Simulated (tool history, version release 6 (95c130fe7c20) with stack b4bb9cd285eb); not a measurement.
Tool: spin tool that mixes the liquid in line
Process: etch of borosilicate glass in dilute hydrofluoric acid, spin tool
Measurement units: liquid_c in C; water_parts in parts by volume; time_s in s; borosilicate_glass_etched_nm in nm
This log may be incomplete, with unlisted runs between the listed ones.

| run | day | liquid_c | water_parts | time_s | borosilicate_glass_etched_nm |
|---|---|---|---|---|---|
| 1 | 0.000 | 22.0 | 45 | 40 | 14.9970 |
| 2 | 0.154 | 22.0 | 45 | 40 | 14.9890 |
| 3 | 0.429 | 20.5 | 50 | 40 | 12.6110 |
| 4 | 0.700 | 20.5 | 60 | 40 | 10.4460 |
|  | 0.900 | hydrofluoric acid flow meter replaced |
| 5 | 0.900 | 20.0 | 60 | 40 | 9.1640 |
| 6 | 1.138 | 17.5 | 60 | 40 | 8.2892 |
| 7 | 1.454 | 18.5 | 60 | 40 | 8.5472 |

Run 8, settings as shown, results not yet in. Your forecast:
| 8 | 1.612 | 19.0 | 60 | 40 | ? |

{"run 8": {"borosilicate_glass_etched_nm": 8.8203}}
